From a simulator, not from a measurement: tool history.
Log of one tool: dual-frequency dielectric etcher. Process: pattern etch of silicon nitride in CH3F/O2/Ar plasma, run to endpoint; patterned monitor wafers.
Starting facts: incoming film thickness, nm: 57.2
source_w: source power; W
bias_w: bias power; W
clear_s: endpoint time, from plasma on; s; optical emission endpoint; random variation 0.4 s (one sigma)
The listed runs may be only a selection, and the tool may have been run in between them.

Run 1, hour 0: source_w 440 W, bias_w 55 W. Result: clear_s 81.616 s.
Run 2, hour 2.1: source_w 400 W, bias_w 55 W. Result: clear_s 83.865 s.
Run 3, hour 11: source_w 370 W, bias_w 55 W. Result: clear_s 86.635 s.
Run 4, hour 19.8: source_w 370 W, bias_w 62 W. Result: clear_s 81.693 s.
Run 5, hour 22.6: source_w 310 W, bias_w 62 W. Result: clear_s 86.669 s.
Run 6, hour 25.2: source_w 310 W, bias_w 57 W. Result: clear_s 89.298 s.
Run 7, hour 33.7: source_w 380 W, bias_w 59 W. Result: clear_s 82.428 s.

What does the tool deliver on the next run?
Run 8, hour 38.2: source_w 420 W, bias_w 60 W. Result: clear_s ?.

{"run 8": {"clear_s": 79.772}}
